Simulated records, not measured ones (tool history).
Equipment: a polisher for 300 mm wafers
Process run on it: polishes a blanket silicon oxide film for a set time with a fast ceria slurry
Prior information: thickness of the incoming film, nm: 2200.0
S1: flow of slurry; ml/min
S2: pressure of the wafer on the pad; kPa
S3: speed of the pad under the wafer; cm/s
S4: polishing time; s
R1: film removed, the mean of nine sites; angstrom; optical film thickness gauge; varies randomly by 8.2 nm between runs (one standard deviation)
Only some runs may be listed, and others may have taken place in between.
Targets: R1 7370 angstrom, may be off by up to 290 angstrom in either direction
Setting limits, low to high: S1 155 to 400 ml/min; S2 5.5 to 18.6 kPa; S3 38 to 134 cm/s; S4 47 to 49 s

run 1 hour=0 | S1=255 S2=11.7 S3=86 S4=47 | R1=4315.5
run 2 hour=3.2 | S1=255 S2=11.7 S3=106 S4=47 | R1=5318
run 3 hour=10.1 | S1=255 S2=9 S3=106 S4=47 | R1=4101.5
run 4 hour=11.3 | S1=255 S2=11 S3=106 S4=47 | R1=4977.1
run 5 hour=16.4 | S1=255 S2=11 S3=106 S4=49 | R1=5221.6
run 6 hour=24.5 | S1=255 S2=12.4 S3=106 S4=49 | R1=5733.5
run 7 hour=28.4 | S1=255 S2=13.1 S3=106 S4=49 | R1=6011.4
run 8 hour=30.8 | S1=255 S2=13.8 S3=106 S4=49 | R1=6373.1
run 9 hour=37.6 | S1=255 S2=14.5 S3=106 S4=49 | R1=6736.8
run 10 hour=38.5 | S1=255 S2=15.2 S3=106 S4=49 | R1=6877.9

Exercise: of the 5 proposed moves below, exactly one satisfies all targets within the stated allowed misses. Which move is it?
run A hour=39.4 | S1=220 S2=15.9 S3=114 S4=47 | R1=?
run B hour=39.4 | S1=250 S2=15.9 S3=92 S4=49 | R1=?
run C hour=39.4 | S1=260 S2=15.2 S3=106 S4=47 | R1=?
run D hour=39.4 | S1=350 S2=15.2 S3=92 S4=48 | R1=?
run E hour=39.4 | S1=250 S2=15.9 S3=94 S4=47 | R1=?

move=A R1=7423.4
move=B R1=6382.2
move=C R1=6770.7
move=D R1=6196.8
move=E R1=6251
A: all results land within tolerance of their targets
B: its largest miss is bigger than the last run's
C: its largest miss is bigger than the last run's
D: its largest miss is bigger than the last run's
E: its largest miss is bigger than the last run's
Go with A: it meets all targets.
